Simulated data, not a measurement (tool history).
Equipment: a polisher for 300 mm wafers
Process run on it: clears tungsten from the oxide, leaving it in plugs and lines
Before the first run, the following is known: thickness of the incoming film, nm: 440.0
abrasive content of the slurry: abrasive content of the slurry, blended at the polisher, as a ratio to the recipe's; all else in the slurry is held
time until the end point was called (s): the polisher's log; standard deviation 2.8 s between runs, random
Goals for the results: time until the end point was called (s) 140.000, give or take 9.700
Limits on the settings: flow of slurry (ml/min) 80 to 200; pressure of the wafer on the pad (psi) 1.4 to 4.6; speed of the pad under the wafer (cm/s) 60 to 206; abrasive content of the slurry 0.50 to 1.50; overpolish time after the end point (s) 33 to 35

run	hour	flow of slurry (ml/min)	pressure of the wafer on the pad (psi)	speed of the pad under the wafer (cm/s)	abrasive content of the slurry	overpolish time after the end point (s)	time until the end point was called (s)
1	0.0	130	3.0	132	1.00	33	88.668
2	5.7	130	3.3	132	1.00	33	80.128
3	12.5	130	3.3	132	1.00	33	83.880
4	14.7	130	3.3	152	1.00	33	71.522
5	21.9	130	3.3	152	1.00	35	70.525
6	25.1	130	3.3	152	1.00	35	68.857
7	26.1	130	2.9	146	1.00	35	83.683
8	31.8	130	2.6	144	1.00	35	94.190

Which single option among these 5 for the next run brings every result within its allowed miss of target? Just one does.
A	37.5	120	1.9	122	0.85	34	?
B	37.5	135	2.2	90	0.80	34	?
C	37.5	95	1.7	150	1.25	35	?
D	37.5	140	2.0	106	0.95	33	?
E	37.5	120	1.8	124	0.95	35	?

move	time until the end point was called (s)
A	157.100
B	180.630
C	139.720
D	161.920
E	159.020
A: carries the result that was furthest off beyond its target, to the other side
B: carries the result that was furthest off beyond its target, to the other side
C: hits every target within its allowed miss
D: carries the result that was furthest off beyond its target, to the other side
E: carries the result that was furthest off beyond its target, to the other side
Correct choice: C, which meets every target

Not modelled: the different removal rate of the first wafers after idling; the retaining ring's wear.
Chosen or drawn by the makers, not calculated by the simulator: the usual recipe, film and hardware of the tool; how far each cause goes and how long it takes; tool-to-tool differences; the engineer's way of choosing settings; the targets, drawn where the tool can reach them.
